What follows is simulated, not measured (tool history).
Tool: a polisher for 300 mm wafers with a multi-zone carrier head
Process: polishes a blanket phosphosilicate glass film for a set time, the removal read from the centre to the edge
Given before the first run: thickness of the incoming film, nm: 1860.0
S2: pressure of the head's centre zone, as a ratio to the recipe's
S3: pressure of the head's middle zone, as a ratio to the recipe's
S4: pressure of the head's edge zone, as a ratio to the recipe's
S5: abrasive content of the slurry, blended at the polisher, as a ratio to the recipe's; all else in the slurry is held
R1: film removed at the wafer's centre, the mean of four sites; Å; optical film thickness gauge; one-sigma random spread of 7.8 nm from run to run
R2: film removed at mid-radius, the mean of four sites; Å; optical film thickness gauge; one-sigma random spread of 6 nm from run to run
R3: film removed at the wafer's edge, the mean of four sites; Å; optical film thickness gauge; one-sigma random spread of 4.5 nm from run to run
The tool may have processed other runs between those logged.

Run 1, hour 0: flow of slurry (ml/min) 160, S2 1, S3 1, S4 1, S5 1, polishing time (s) 72. Result: R1 7881.8 Å, R2 7875.4 Å, R3 7972.5 Å.
Run 2, hour 6.5: flow of slurry (ml/min) 195, S2 1, S3 1, S4 1, S5 1, polishing time (s) 72. Result: R1 8153.2 Å, R2 8175.2 Å, R3 8164 Å.
Run 3, hour 12.8: flow of slurry (ml/min) 190, S2 0.99, S3 0.99, S4 0.98, S5 0.95, polishing time (s) 72. Result: R1 7896.1 Å, R2 8114.3 Å, R3 7865.9 Å.
Run 4, hour 14.5: flow of slurry (ml/min) 190, S2 0.99, S3 1.07, S4 0.98, S5 0.95, polishing time (s) 72. Result: R1 7951.8 Å, R2 8601.6 Å, R3 7892.7 Å.
Run 5, hour 21.2: flow of slurry (ml/min) 185, S2 0.99, S3 1.05, S4 0.97, S5 0.9, polishing time (s) 72. Result: R1 7693.9 Å, R2 8199.6 Å, R3 7662.4 Å.
Run 6, hour 25.1: flow of slurry (ml/min) 180, S2 0.99, S3 1.04, S4 0.96, S5 0.85, polishing time (s) 72. Result: R1 7329.9 Å, R2 7752 Å, R3 7366.4 Å.

Forecast run 7:
Run 7, hour 29.8: flow of slurry (ml/min) 175, S2 0.99, S3 1.03, S4 0.95, S5 0.8, polishing time (s) 72. Result: R1 ?, R2 ?, R3 ?.

{"run 7": {"R1": 7004, "R2": 7376.4, "R3": 6983.8}}
